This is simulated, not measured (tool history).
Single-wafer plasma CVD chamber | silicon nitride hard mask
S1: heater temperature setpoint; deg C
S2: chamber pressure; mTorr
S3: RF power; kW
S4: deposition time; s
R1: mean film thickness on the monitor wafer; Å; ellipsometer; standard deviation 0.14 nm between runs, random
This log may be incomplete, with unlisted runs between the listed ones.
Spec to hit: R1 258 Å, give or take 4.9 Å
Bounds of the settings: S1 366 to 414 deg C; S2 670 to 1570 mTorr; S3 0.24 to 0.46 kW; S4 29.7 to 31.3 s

{"run": 1, "day": 0.0, "S1": 390, "S2": 1120, "S3": 0.35, "S4": 31.3, "R1": 341.2}
{"run": 2, "day": 0.146, "S1": 390, "S2": 1080, "S3": 0.34, "S4": 31.2, "R1": 326.02}
{"run": 3, "day": 0.483, "S1": 390, "S2": 940, "S3": 0.34, "S4": 31.2, "R1": 307.45}
{"run": 4, "day": 0.521, "S1": 390, "S2": 910, "S3": 0.335, "S4": 31.2, "R1": 300.63}
{"run": 5, "day": 0.6, "S1": 390, "S2": 890, "S3": 0.33, "S4": 31.2, "R1": 291.44}
{"day": 0.842, "done": "thermocouple changed; heater temperature recalibrated"}
{"run": 6, "day": 0.842, "S1": 390, "S2": 870, "S3": 0.33, "S4": 31.2, "R1": 287.12}
{"run": 7, "day": 1.092, "S1": 390, "S2": 850, "S3": 0.33, "S4": 31.2, "R1": 280.34}
{"run": 8, "day": 1.329, "S1": 390, "S2": 850, "S3": 0.33, "S4": 31.2, "R1": 283.93}
{"run": 9, "day": 1.471, "S1": 390, "S2": 830, "S3": 0.33, "S4": 31.2, "R1": 274.88}
{"run": 10, "day": 1.575, "S1": 390, "S2": 820, "S3": 0.33, "S4": 31.2, "R1": 271.88}
{"run": 11, "day": 1.821, "S1": 390, "S2": 810, "S3": 0.33, "S4": 31.2, "R1": 271.77}

Pick the move, out of 5, that brings all results within their allowed miss; only one does.
{"run": "A", "day": 2.067, "S1": 385, "S2": 950, "S3": 0.275, "S4": 30.4, "R1": "?"}
{"run": "B", "day": 2.067, "S1": 394, "S2": 770, "S3": 0.36, "S4": 31, "R1": "?"}
{"run": "C", "day": 2.067, "S1": 404, "S2": 820, "S3": 0.34, "S4": 31.3, "R1": "?"}
{"run": "D", "day": 2.067, "S1": 388, "S2": 820, "S3": 0.33, "S4": 31.3, "R1": "?"}
{"run": "E", "day": 2.067, "S1": 387, "S2": 830, "S3": 0.335, "S4": 31.3, "R1": "?"}

move=A R1=257.44
move=B R1=273.34
move=C R1=277.84
move=D R1=273.97
move=E R1=279.39
A: every result lands within tolerance
B: further off than the last run
C: further off than the last run
D: further off than the last run
E: further off than the last run
Go with A: it meets all targets.
